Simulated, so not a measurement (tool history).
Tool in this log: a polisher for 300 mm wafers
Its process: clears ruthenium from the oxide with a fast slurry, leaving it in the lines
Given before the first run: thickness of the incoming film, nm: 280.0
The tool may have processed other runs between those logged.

| run | hour | flow of slurry (ml/min) | pressure of the wafer on the pad (kPa) | speed of the pad under the wafer (cm/s) | abrasive content of the slurry | overpolish time after the end point (s) | time until the end point was called (s) | dishing of a wide line in a test structure (nm) |
|---|---|---|---|---|---|---|---|---|
| 1 | 0 | 255 | 12.4 | 124 | 1 | 27 | 86.717 | 56.435 |
| 2 | 8.3 | 255 | 12.4 | 124 | 1 | 29 | 90.872 | 58.223 |
| 3 | 9.5 | 255 | 13.1 | 124 | 1 | 31 | 83.529 | 62.656 |
| 4 | 17 | 255 | 14.5 | 124 | 1 | 31 | 77.397 | 68.126 |
| 5 | 19 | 255 | 14.5 | 124 | 1 | 33 | 76.324 | 70.618 |
| 6 | 20.4 | 255 | 12.4 | 124 | 1 | 33 | 85.488 | 65.667 |

The next listed run, before its measurement:
| 7 | 24 | 255 | 12.4 | 124 | 1 | 34 | ? | ? |

{"run 7": {"time until the end point was called (s)": 88.604, "dishing of a wide line in a test structure (nm)": 63.431}}
